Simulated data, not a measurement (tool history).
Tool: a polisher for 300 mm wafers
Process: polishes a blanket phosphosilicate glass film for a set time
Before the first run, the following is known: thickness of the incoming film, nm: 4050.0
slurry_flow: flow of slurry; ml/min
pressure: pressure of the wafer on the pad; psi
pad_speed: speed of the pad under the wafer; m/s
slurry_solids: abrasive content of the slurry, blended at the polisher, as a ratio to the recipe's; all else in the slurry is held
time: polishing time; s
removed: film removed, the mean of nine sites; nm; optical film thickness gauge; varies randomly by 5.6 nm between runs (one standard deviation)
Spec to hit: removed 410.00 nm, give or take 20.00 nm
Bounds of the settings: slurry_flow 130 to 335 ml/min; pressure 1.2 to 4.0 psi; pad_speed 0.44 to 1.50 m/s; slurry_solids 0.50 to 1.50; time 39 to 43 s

Run 1, hour 0.0: slurry_flow 215 ml/min, pressure 2.6 psi, pad_speed 0.96 m/s, slurry_solids 1.00, time 43 s. Result: removed 230.75 nm.
Run 2, hour 0.7: slurry_flow 175 ml/min, pressure 2.6 psi, pad_speed 0.96 m/s, slurry_solids 1.00, time 43 s. Result: removed 228.72 nm.
Run 3, hour 6.1: slurry_flow 155 ml/min, pressure 2.6 psi, pad_speed 0.96 m/s, slurry_solids 1.00, time 43 s. Result: removed 216.71 nm.
Run 4, hour 14.6: slurry_flow 155 ml/min, pressure 2.6 psi, pad_speed 0.96 m/s, slurry_solids 0.80, time 43 s. Result: removed 198.74 nm.
Run 5, hour 22.5: slurry_flow 155 ml/min, pressure 2.6 psi, pad_speed 0.88 m/s, slurry_solids 0.80, time 43 s. Result: removed 194.35 nm.
Run 6, hour 26.1: slurry_flow 155 ml/min, pressure 2.6 psi, pad_speed 1.04 m/s, slurry_solids 0.80, time 43 s. Result: removed 213.11 nm.
Run 7, hour 27.8: slurry_flow 160 ml/min, pressure 3.1 psi, pad_speed 1.08 m/s, slurry_solids 0.80, time 43 s. Result: removed 263.43 nm.
Run 8, hour 36.1: slurry_flow 165 ml/min, pressure 3.4 psi, pad_speed 1.12 m/s, slurry_solids 0.80, time 43 s. Result: removed 286.76 nm.
Run 9, hour 41.9: slurry_flow 170 ml/min, pressure 3.6 psi, pad_speed 1.20 m/s, slurry_solids 0.80, time 43 s. Result: removed 318.41 nm.
At hour 44.5: slurry nozzle cleaned.
Run 10, hour 44.5: slurry_flow 170 ml/min, pressure 3.7 psi, pad_speed 1.26 m/s, slurry_solids 0.80, time 43 s. Result: removed 360.76 nm.
Run 11, hour 46.6: slurry_flow 170 ml/min, pressure 4.0 psi, pad_speed 1.26 m/s, slurry_solids 0.80, time 43 s. Result: removed 381.68 nm.
Run 12, hour 48.8: slurry_flow 170 ml/min, pressure 4.0 psi, pad_speed 1.28 m/s, slurry_solids 0.80, time 43 s. Result: removed 382.06 nm.

Which one of the following 4 next-run settings gets every result inside its allowed miss? There is exactly one.
Run A, hour 51.0: slurry_flow 130 ml/min, pressure 3.9 psi, pad_speed 1.36 m/s, slurry_solids 0.80, time 41 s. Result: removed ?.
Run B, hour 51.0: slurry_flow 195 ml/min, pressure 4.0 psi, pad_speed 1.18 m/s, slurry_solids 0.90, time 39 s. Result: removed ?.
Run C, hour 51.0: slurry_flow 290 ml/min, pressure 4.0 psi, pad_speed 1.34 m/s, slurry_solids 0.75, time 39 s. Result: removed ?.
Run D, hour 51.0: slurry_flow 175 ml/min, pressure 4.0 psi, pad_speed 1.32 m/s, slurry_solids 0.85, time 43 s. Result: removed ?.

move  removed
   A   366.71
   B   353.21
   C   368.85
   D   406.53
A: the biggest miss grows against the last run
B: the biggest miss grows against the last run
C: the biggest miss grows against the last run
D: every result lands within tolerance
Answer: D
